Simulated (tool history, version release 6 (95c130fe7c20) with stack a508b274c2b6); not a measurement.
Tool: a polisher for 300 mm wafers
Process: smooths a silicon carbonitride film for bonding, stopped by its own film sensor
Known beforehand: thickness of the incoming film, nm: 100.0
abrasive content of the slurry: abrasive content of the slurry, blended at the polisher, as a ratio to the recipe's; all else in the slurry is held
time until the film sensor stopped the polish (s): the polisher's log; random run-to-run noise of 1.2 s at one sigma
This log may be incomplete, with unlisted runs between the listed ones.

run,day,flow of slurry (ml/min),pressure of the wafer on the pad (psi),speed of the pad under the wafer (cm/s),abrasive content of the slurry,target thickness at which the film sensor stops the polish (angstrom),time until the film sensor stopped the polish (s)
1,0,240,2.4,74,1,870,44.917
2,0.133,240,2.4,66,1,870,47.521
3,0.404,240,2.4,58,1,870,50.627
4,0.5,240,2.4,58,1,880,46.58
5,0.867,240,2.4,58,1,880,47.336
6,1.192,240,2.4,58,1,880,47.359
7,1.492,240,2.2,56,1,880,53.387

The next listed run, before its measurement:
8,1.538,240,2.1,56,1,880,?

time until the film sensor stopped the polish (s): 53.892
